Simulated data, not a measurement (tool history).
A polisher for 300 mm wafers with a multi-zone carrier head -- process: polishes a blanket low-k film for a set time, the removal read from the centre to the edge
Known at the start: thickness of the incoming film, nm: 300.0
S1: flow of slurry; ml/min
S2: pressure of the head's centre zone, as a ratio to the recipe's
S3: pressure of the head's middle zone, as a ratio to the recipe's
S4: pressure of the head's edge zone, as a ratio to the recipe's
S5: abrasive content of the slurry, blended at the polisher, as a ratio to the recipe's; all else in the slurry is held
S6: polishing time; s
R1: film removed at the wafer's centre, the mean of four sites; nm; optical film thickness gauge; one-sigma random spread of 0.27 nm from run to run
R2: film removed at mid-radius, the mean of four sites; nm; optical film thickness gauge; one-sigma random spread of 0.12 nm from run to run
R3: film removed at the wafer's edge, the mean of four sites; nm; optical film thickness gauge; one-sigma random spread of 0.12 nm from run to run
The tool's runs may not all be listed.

run 1 hour=0.0 | S1=200 S2=1.00 S3=1.00 S4=1.00 S5=1.00 S6=53 | R1=33.353 R2=32.505 R3=31.852
run 2 hour=6.4 | S1=190 S2=0.99 S3=0.96 S4=1.00 S5=0.90 S6=50 | R1=29.580 R2=28.255 R3=28.435
run 3 hour=12.3 | S1=180 S2=0.98 S3=0.93 S4=1.01 S5=0.80 S6=48 | R1=26.033 R2=25.098 R3=25.925
run 4 hour=13.7 | S1=170 S2=0.99 S3=0.90 S4=1.02 S5=0.75 S6=46 | R1=24.507 R2=22.287 R3=24.004
run 5 hour=16.8 | S1=170 S2=0.99 S3=0.90 S4=0.95 S5=0.75 S6=46 | R1=23.938 R2=22.423 R3=23.260
run 6 hour=18.7 | S1=160 S2=0.99 S3=0.88 S4=0.96 S5=0.70 S6=45 | R1=23.050 R2=20.708 R3=22.074

For run 7, what comes out?
run 7 hour=23.3 | S1=155 S2=0.98 S3=0.86 S4=0.97 S5=0.65 S6=45 | R1=? R2=? R3=?

{"run 7": {"R1": 21.382, "R2": 19.272, "R3": 21.373}}
